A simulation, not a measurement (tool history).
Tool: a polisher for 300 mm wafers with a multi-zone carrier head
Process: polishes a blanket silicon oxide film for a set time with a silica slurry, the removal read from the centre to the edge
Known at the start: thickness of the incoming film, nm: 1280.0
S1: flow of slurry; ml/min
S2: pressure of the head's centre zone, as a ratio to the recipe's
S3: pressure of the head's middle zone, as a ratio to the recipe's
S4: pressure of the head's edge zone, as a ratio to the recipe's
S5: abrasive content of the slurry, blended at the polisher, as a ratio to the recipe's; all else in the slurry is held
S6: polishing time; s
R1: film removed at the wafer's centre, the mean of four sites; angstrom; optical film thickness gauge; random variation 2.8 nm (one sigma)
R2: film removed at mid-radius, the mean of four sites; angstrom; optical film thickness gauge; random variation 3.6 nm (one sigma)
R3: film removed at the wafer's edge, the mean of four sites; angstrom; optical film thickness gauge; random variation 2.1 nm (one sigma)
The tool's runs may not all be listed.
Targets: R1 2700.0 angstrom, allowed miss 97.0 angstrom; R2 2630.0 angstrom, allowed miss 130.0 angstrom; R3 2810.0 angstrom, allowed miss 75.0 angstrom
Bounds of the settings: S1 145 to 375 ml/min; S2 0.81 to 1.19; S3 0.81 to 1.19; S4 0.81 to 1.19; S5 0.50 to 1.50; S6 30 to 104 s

run  hour   S1    S2    S3    S4    S5  S6      R1      R2      R3
  1   0.0  240  1.00  1.00  1.00  1.00  67  2435.5  2467.2  2415.5
  2   4.1  190  1.00  1.00  1.00  1.00  67  2361.0  2424.4  2343.1
  3   7.5  210  1.01  1.00  1.03  1.00  67  2444.1  2439.5  2440.7
  4  12.8  225  1.01  1.01  1.05  1.00  67  2410.8  2485.5  2483.7
  5  14.9  225  1.01  1.07  1.05  1.00  67  2477.4  2618.7  2466.4
  6  22.6  225  1.01  1.07  1.09  1.00  67  2438.2  2551.7  2513.0
  7  24.5  235  1.02  1.07  1.11  1.00  67  2496.0  2704.6  2541.3
  8  29.0  240  1.03  1.03  1.13  1.00  67  2572.9  2566.8  2563.0
  9  32.7  245  1.02  1.02  1.14  1.00  67  2528.4  2493.3  2607.7
 10  34.9  255  1.02  1.02  1.15  1.00  67  2521.5  2508.3  2640.3

Which of these 4 next moves meets every target?
  A  37.1  255  1.03  0.98  1.15  0.85  76   ?   ?   ?
  B  37.1  260  0.95  1.04  1.15  1.20  61   ?   ?   ?
  C  37.1  260  0.96  0.88  1.19  0.95  72   ?   ?   ?
  D  37.1  230  0.95  0.98  1.17  1.05  66   ?   ?   ?

move      R1      R2      R3
   A  2706.7  2623.2  2798.9
   B  2257.0  2485.7  2527.0
   C  2486.8  2383.2  2813.1
   D  2294.0  2416.4  2609.1
A: meets every target
B: further off than the last run
C: brings the result that was furthest off to its target, and leaves another outside
D: further off than the last run
Answer: A
